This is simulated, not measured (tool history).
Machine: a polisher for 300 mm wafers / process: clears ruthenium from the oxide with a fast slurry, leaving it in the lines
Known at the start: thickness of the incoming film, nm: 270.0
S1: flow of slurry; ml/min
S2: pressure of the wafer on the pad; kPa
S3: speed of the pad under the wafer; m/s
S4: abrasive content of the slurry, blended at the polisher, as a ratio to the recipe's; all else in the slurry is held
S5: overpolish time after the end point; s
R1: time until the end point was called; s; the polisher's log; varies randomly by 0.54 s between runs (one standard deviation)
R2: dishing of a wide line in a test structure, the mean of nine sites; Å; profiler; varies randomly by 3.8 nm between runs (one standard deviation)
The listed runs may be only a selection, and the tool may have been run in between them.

Run 1, day 0: S1 135 ml/min, S2 20 kPa, S3 1.04 m/s, S4 1, S5 29 s. Result: R1 50.384 s, R2 1014 Å.
Run 2, day 0.021: S1 135 ml/min, S2 20 kPa, S3 1.04 m/s, S4 1, S5 22 s. Result: R1 50.615 s, R2 797.38 Å.
Run 3, day 0.096: S1 135 ml/min, S2 20 kPa, S3 0.82 m/s, S4 1, S5 22 s. Result: R1 63.616 s, R2 647.63 Å.
Run 4, day 0.283: S1 135 ml/min, S2 20 kPa, S3 0.98 m/s, S4 1, S5 22 s. Result: R1 53.265 s, R2 758.43 Å.
Run 5, day 0.338: S1 135 ml/min, S2 20 kPa, S3 0.98 m/s, S4 1, S5 16 s. Result: R1 52.307 s, R2 589.28 Å.
Run 6, day 0.475: S1 115 ml/min, S2 20 kPa, S3 0.98 m/s, S4 1, S5 16 s. Result: R1 56.806 s, R2 563.43 Å.
Run 7, day 0.754: S1 120 ml/min, S2 21.4 kPa, S3 0.98 m/s, S4 1, S5 21 s. Result: R1 50.706 s, R2 803.47 Å.

For run 8, what comes out?
Run 8, day 0.85: S1 145 ml/min, S2 26.2 kPa, S3 0.92 m/s, S4 1, S5 35 s. Result: R1 ?, R2 ?.

Run 8 came out at R1 42.614 s, R2 1375.7 Å.
